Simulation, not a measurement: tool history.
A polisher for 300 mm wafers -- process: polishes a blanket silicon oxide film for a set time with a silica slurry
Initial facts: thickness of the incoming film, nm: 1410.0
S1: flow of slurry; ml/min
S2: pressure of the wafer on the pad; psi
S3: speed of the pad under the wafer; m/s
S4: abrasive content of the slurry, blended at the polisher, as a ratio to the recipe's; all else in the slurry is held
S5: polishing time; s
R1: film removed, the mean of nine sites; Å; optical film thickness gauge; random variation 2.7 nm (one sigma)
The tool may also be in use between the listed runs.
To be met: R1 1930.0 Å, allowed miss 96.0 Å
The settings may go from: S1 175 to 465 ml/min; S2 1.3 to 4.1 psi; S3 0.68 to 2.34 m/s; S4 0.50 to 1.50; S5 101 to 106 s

run 1 hour=0.0 | S1=295 S2=2.7 S3=1.50 S4=1.00 S5=101 | R1=2466.1
run 2 hour=1.2 | S1=295 S2=2.7 S3=1.50 S4=1.00 S5=106 | R1=2539.2
run 3 hour=2.2 | S1=295 S2=2.7 S3=1.76 S4=1.00 S5=106 | R1=2908.2
run 4 hour=4.8 | S1=295 S2=2.4 S3=1.74 S4=1.00 S5=106 | R1=2529.8
run 5 hour=11.9 | S1=295 S2=2.4 S3=1.74 S4=1.00 S5=106 | R1=2559.6
run 6 hour=20.6 | S1=295 S2=2.2 S3=1.72 S4=1.00 S5=106 | R1=2327.1
run 7 hour=28.1 | S1=295 S2=2.1 S3=1.72 S4=1.00 S5=106 | R1=2171.1
run 8 hour=34.1 | S1=295 S2=2.0 S3=1.72 S4=1.00 S5=106 | R1=2084.0

Which single option among these 5 for the next run brings every result within its allowed miss of target? Just one does.
run A hour=40.1 | S1=275 S2=2.2 S3=1.74 S4=0.95 S5=101 | R1=?
run B hour=40.1 | S1=270 S2=2.4 S3=1.66 S4=0.80 S5=101 | R1=?
run C hour=40.1 | S1=430 S2=1.7 S3=2.16 S4=0.95 S5=106 | R1=?
run D hour=40.1 | S1=315 S2=2.2 S3=1.70 S4=1.05 S5=101 | R1=?
run E hour=40.1 | S1=295 S2=1.9 S3=1.82 S4=1.00 S5=106 | R1=?

move=A R1=2132.0
move=B R1=1962.4
move=C R1=2128.2
move=D R1=2257.3
move=E R1=2092.2
A: misses by more than the last run did
B: meets every target
C: misses by more than the last run did
D: misses by more than the last run did
E: misses by more than the last run did
Move B is the one to make.
